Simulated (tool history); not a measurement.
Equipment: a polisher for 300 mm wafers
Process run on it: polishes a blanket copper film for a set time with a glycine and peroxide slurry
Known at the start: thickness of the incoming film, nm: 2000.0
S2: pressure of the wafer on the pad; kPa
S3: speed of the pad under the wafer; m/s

Run 1, hour 0: flow of slurry (ml/min) 260, S2 15.9 kPa, S3 1 m/s, polishing time (s) 47. Result: film removed (Å) 2141.2.
Run 2, hour 5.2: flow of slurry (ml/min) 260, S2 17.2 kPa, S3 1 m/s, polishing time (s) 47. Result: film removed (Å) 2272.4.
Run 3, hour 10.1: flow of slurry (ml/min) 280, S2 17.2 kPa, S3 1 m/s, polishing time (s) 47. Result: film removed (Å) 2291.6.
Run 4, hour 12.8: flow of slurry (ml/min) 280, S2 13.8 kPa, S3 1 m/s, polishing time (s) 47. Result: film removed (Å) 1935.6.
Run 5, hour 14.7: flow of slurry (ml/min) 280, S2 13.8 kPa, S3 1 m/s, polishing time (s) 41. Result: film removed (Å) 1666.4.
Run 6, hour 22.4: flow of slurry (ml/min) 280, S2 16.5 kPa, S3 1.06 m/s, polishing time (s) 41. Result: film removed (Å) 2036.9.
Run 7, hour 26.2: flow of slurry (ml/min) 280, S2 18.6 kPa, S3 1.16 m/s, polishing time (s) 41. Result: film removed (Å) 2429.9.
Run 8, hour 30.5: flow of slurry (ml/min) 280, S2 20 kPa, S3 1.22 m/s, polishing time (s) 41. Result: film removed (Å) 2650.
Run 9, hour 31.7: flow of slurry (ml/min) 280, S2 20 kPa, S3 1.22 m/s, polishing time (s) 41. Result: film removed (Å) 2655.3.

Expected results for the next run?
Run 10, hour 37.7: flow of slurry (ml/min) 280, S2 21.4 kPa, S3 1.3 m/s, polishing time (s) 41. Result: film removed (Å) ?.

Logged for run 10: film removed (Å) 2972.5.

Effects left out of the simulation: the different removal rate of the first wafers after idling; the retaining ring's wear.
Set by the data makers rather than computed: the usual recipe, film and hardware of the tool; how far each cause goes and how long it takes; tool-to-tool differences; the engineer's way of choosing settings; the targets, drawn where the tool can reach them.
